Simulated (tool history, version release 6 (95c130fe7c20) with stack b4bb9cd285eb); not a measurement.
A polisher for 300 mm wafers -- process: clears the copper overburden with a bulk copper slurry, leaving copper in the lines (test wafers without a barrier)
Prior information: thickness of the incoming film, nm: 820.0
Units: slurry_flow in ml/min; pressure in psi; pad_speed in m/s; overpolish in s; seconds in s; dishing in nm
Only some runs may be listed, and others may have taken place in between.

{"run": 1, "hour": 0.0, "slurry_flow": 150, "pressure": 3.4, "pad_speed": 1.04, "slurry_solids": 1.0, "overpolish": 24, "seconds": 63.987, "dishing": 123.97}
{"run": 2, "hour": 4.0, "slurry_flow": 150, "pressure": 3.1, "pad_speed": 1.1, "slurry_solids": 1.0, "overpolish": 21, "seconds": 69.41, "dishing": 111.56}
{"run": 3, "hour": 6.3, "slurry_flow": 150, "pressure": 3.7, "pad_speed": 1.1, "slurry_solids": 1.0, "overpolish": 21, "seconds": 58.483, "dishing": 122.48}
{"run": 4, "hour": 11.1, "slurry_flow": 150, "pressure": 3.0, "pad_speed": 1.1, "slurry_solids": 1.0, "overpolish": 21, "seconds": 71.66, "dishing": 109.99}
{"run": 5, "hour": 18.7, "slurry_flow": 150, "pressure": 3.0, "pad_speed": 1.1, "slurry_solids": 1.0, "overpolish": 17, "seconds": 71.817, "dishing": 98.977}
{"run": 6, "hour": 25.9, "slurry_flow": 175, "pressure": 3.0, "pad_speed": 1.1, "slurry_solids": 1.0, "overpolish": 17, "seconds": 69.321, "dishing": 100.02}
{"run": 7, "hour": 34.8, "slurry_flow": 185, "pressure": 2.0, "pad_speed": 1.36, "slurry_solids": 1.05, "overpolish": 7, "seconds": 82.025, "dishing": 47.393}
{"run": 8, "hour": 36.6, "slurry_flow": 180, "pressure": 2.1, "pad_speed": 1.32, "slurry_solids": 1.05, "overpolish": 8, "seconds": 79.856, "dishing": 54.002}
{"run": 9, "hour": 40.4, "slurry_flow": 180, "pressure": 2.1, "pad_speed": 1.3, "slurry_solids": 1.05, "overpolish": 9, "seconds": 79.445, "dishing": 59.05}
{"run": 10, "hour": 45.1, "slurry_flow": 180, "pressure": 2.1, "pad_speed": 1.28, "slurry_solids": 1.05, "overpolish": 10, "seconds": 82.617, "dishing": 61.026}
{"run": 11, "hour": 52.5, "slurry_flow": 180, "pressure": 2.1, "pad_speed": 1.26, "slurry_solids": 1.05, "overpolish": 10, "seconds": 81.071, "dishing": 63.926}
{"run": 12, "hour": 53.7, "slurry_flow": 180, "pressure": 2.1, "pad_speed": 1.24, "slurry_solids": 1.05, "overpolish": 10, "seconds": 83.99, "dishing": 61.196}
{"run": 13, "hour": 58.5, "slurry_flow": 180, "pressure": 2.1, "pad_speed": 1.22, "slurry_solids": 1.05, "overpolish": 10, "seconds": 84.644, "dishing": 61.292}

Predict the results of run 14:
{"run": 14, "hour": 63.8, "slurry_flow": 180, "pressure": 2.1, "pad_speed": 1.2, "slurry_solids": 1.05, "overpolish": 10, "seconds": "?", "dishing": "?"}

seconds: 86.142 s
dishing: 60.090 nm

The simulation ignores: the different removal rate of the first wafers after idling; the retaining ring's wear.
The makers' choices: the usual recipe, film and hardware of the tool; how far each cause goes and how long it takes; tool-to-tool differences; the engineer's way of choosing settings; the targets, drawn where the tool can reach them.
